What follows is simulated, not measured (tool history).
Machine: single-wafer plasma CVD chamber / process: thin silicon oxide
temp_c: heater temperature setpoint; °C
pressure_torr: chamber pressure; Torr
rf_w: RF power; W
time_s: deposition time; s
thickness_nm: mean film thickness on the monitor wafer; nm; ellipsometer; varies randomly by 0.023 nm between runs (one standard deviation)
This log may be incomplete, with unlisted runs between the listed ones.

run  hour  temp_c  pressure_torr  rf_w  time_s  thickness_nm
  1     0     410          0.827   210    3.46        5.4577
  2   5.2     410          0.827   225    3.46        5.7201
  3   7.1     410          0.827   235    3.46        5.8676
  4   7.7     410          0.881   235    3.46        6.2161
  5  14.7     410          0.881   225    3.46        6.0453
  6  22.6     410          0.929   225    3.46        6.3847

Run 7 has not been measured yet. What should we expect?
  7  29.3     410          0.964   225    3.46             ?

thickness_nm: 6.5785 nm

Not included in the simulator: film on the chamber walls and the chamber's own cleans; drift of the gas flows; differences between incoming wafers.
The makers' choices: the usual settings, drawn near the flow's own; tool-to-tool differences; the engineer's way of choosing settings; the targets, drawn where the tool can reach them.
